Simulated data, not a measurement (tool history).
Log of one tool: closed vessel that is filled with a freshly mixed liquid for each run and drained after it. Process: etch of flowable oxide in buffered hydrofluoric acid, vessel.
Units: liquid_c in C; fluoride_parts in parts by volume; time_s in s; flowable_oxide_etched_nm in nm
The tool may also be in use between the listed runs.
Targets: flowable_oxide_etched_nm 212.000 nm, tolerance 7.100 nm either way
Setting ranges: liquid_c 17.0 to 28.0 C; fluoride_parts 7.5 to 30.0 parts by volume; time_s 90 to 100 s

run 1 day=0.000 | liquid_c=20.0 fluoride_parts=21.0 time_s=90 | flowable_oxide_etched_nm=106.720
run 2 day=0.225 | liquid_c=20.0 fluoride_parts=25.0 time_s=90 | flowable_oxide_etched_nm=94.111
run 3 day=0.483 | liquid_c=22.5 fluoride_parts=21.5 time_s=90 | flowable_oxide_etched_nm=123.580
run 4 day=0.679 | liquid_c=25.5 fluoride_parts=21.5 time_s=90 | flowable_oxide_etched_nm=141.930
run 5 day=1.038 | liquid_c=26.5 fluoride_parts=19.0 time_s=90 | flowable_oxide_etched_nm=168.360
run 6 day=1.204 | liquid_c=28.0 fluoride_parts=19.0 time_s=90 | flowable_oxide_etched_nm=180.150
run 7 day=1.508 | liquid_c=28.0 fluoride_parts=17.5 time_s=90 | flowable_oxide_etched_nm=197.580
run 8 day=1.550 | liquid_c=28.0 fluoride_parts=17.0 time_s=90 | flowable_oxide_etched_nm=202.480
-- day=1.900 thermometer replaced
run 9 day=1.900 | liquid_c=28.0 fluoride_parts=16.5 time_s=90 | flowable_oxide_etched_nm=237.540
run 10 day=2.000 | liquid_c=27.0 fluoride_parts=16.5 time_s=90 | flowable_oxide_etched_nm=220.990

5 candidate next runs follow, results not yet known. Just one meets every target within its allowed miss. Identify it.
run A day=2.100 | liquid_c=28.0 fluoride_parts=16.5 time_s=90 | flowable_oxide_etched_nm=?
run B day=2.100 | liquid_c=25.0 fluoride_parts=15.0 time_s=95 | flowable_oxide_etched_nm=?
run C day=2.100 | liquid_c=27.0 fluoride_parts=15.5 time_s=90 | flowable_oxide_etched_nm=?
run D day=2.100 | liquid_c=25.0 fluoride_parts=17.5 time_s=100 | flowable_oxide_etched_nm=?
run E day=2.100 | liquid_c=24.5 fluoride_parts=14.5 time_s=95 | flowable_oxide_etched_nm=?

move=A flowable_oxide_etched_nm=236.160
move=B flowable_oxide_etched_nm=232.970
move=C flowable_oxide_etched_nm=238.050
move=D flowable_oxide_etched_nm=210.730
move=E flowable_oxide_etched_nm=234.400
A: further off than the last run
B: further off than the last run
C: further off than the last run
D: all results land within tolerance of their targets
E: further off than the last run
Correct choice: D, which meets every target
